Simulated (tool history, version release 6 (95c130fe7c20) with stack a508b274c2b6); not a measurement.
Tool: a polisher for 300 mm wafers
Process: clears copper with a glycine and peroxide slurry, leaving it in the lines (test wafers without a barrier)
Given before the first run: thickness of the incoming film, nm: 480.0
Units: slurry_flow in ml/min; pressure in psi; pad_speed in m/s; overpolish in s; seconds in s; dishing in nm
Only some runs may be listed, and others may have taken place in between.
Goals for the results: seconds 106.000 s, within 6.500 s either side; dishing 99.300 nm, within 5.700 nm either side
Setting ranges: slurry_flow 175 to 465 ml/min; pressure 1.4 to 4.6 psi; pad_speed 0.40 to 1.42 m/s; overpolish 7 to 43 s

run 1 hour=0.0 | slurry_flow=295 pressure=3.0 pad_speed=0.90 overpolish=22 | seconds=99.395 dishing=73.711
run 2 hour=2.2 | slurry_flow=295 pressure=3.0 pad_speed=0.90 overpolish=25 | seconds=98.439 dishing=81.431
run 3 hour=2.9 | slurry_flow=330 pressure=3.0 pad_speed=0.90 overpolish=25 | seconds=96.960 dishing=80.045
run 4 hour=6.6 | slurry_flow=330 pressure=3.0 pad_speed=0.90 overpolish=16 | seconds=96.748 dishing=55.503
run 5 hour=12.7 | slurry_flow=330 pressure=2.5 pad_speed=0.90 overpolish=16 | seconds=110.300 dishing=50.109
run 6 hour=14.6 | slurry_flow=320 pressure=2.6 pad_speed=0.90 overpolish=20 | seconds=111.730 dishing=61.850
run 7 hour=21.5 | slurry_flow=310 pressure=2.6 pad_speed=0.92 overpolish=23 | seconds=104.290 dishing=69.095
run 8 hour=26.7 | slurry_flow=305 pressure=2.7 pad_speed=0.90 overpolish=26 | seconds=107.760 dishing=75.746
run 9 hour=28.6 | slurry_flow=300 pressure=2.8 pad_speed=0.90 overpolish=28 | seconds=103.080 dishing=82.762
run 10 hour=32.9 | slurry_flow=300 pressure=2.8 pad_speed=0.90 overpolish=28 | seconds=103.660 dishing=84.425
run 11 hour=37.4 | slurry_flow=295 pressure=2.8 pad_speed=0.90 overpolish=29 | seconds=102.380 dishing=88.152
run 12 hour=39.1 | slurry_flow=290 pressure=2.8 pad_speed=0.90 overpolish=30 | seconds=101.490 dishing=88.100
run 13 hour=42.3 | slurry_flow=290 pressure=2.8 pad_speed=0.90 overpolish=32 | seconds=103.080 dishing=90.034

5 candidate next runs follow, results not yet known. Just one meets every target within its allowed miss. Identify it.
run A hour=45.5 | slurry_flow=355 pressure=2.6 pad_speed=0.76 overpolish=35 | seconds=? dishing=?
run B hour=45.5 | slurry_flow=300 pressure=3.0 pad_speed=0.88 overpolish=23 | seconds=? dishing=?
run C hour=45.5 | slurry_flow=305 pressure=2.6 pad_speed=0.90 overpolish=31 | seconds=? dishing=?
run D hour=45.5 | slurry_flow=285 pressure=3.1 pad_speed=0.80 overpolish=27 | seconds=? dishing=?
run E hour=45.5 | slurry_flow=310 pressure=2.7 pad_speed=0.88 overpolish=35 | seconds=? dishing=?

move=A seconds=117.190 dishing=87.750
move=B seconds=97.144 dishing=73.094
move=C seconds=105.420 dishing=86.124
move=D seconds=102.260 dishing=80.160
move=E seconds=104.250 dishing=95.466
A: further off than the last run
B: further off than the last run
C: further off than the last run
D: further off than the last run
E: all results land within tolerance of their targets
Move E is the one to make.

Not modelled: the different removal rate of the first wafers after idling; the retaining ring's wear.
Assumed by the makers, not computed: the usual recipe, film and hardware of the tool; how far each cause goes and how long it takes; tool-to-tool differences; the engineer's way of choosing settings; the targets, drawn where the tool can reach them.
